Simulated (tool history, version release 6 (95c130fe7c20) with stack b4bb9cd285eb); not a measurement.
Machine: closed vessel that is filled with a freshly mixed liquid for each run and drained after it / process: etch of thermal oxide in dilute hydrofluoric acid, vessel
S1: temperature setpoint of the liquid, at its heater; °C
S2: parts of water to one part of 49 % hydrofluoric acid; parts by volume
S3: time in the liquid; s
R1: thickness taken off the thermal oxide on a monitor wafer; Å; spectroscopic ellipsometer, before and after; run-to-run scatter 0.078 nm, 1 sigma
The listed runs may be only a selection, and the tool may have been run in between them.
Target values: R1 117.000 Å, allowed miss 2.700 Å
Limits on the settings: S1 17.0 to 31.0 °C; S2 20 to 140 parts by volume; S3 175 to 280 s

| run | hour | S1 | S2 | S3 | R1 |
|---|---|---|---|---|---|
| 1 | 0.0 | 23.0 | 75 | 280 | 148.540 |
| 2 | 7.2 | 23.0 | 85 | 280 | 130.580 |
| 3 | 14.2 | 22.5 | 85 | 280 | 125.480 |
| 4 | 19.9 | 22.5 | 65 | 280 | 169.800 |
| 5 | 21.1 | 22.5 | 65 | 175 | 106.380 |
| 6 | 29.5 | 19.0 | 65 | 175 | 91.822 |
| 7 | 32.6 | 19.5 | 65 | 175 | 93.798 |
|  | 38.5 | hydrofluoric acid flow meter replaced |
| 8 | 38.5 | 20.0 | 65 | 175 | 105.210 |
| 9 | 47.1 | 21.0 | 65 | 175 | 108.950 |

Which one of the following 5 next-run settings gets every result inside its allowed miss? There is exactly one.
| A | 55.7 | 21.0 | 85 | 250 | ? |
| B | 55.7 | 21.0 | 100 | 270 | ? |
| C | 55.7 | 21.0 | 70 | 175 | ? |
| D | 55.7 | 26.0 | 95 | 245 | ? |
| E | 55.7 | 19.0 | 75 | 255 | ? |

| move | R1 |
|---|---|
| A | 115.960 |
| B | 104.620 |
| C | 100.330 |
| D | 122.720 |
| E | 124.770 |
A: hits every target within its allowed miss
B: its largest miss is bigger than the last run's
C: its largest miss is bigger than the last run's
D: takes the biggest miss from the last run beyond its target
E: takes the biggest miss from the last run beyond its target
Move A is the one to make.
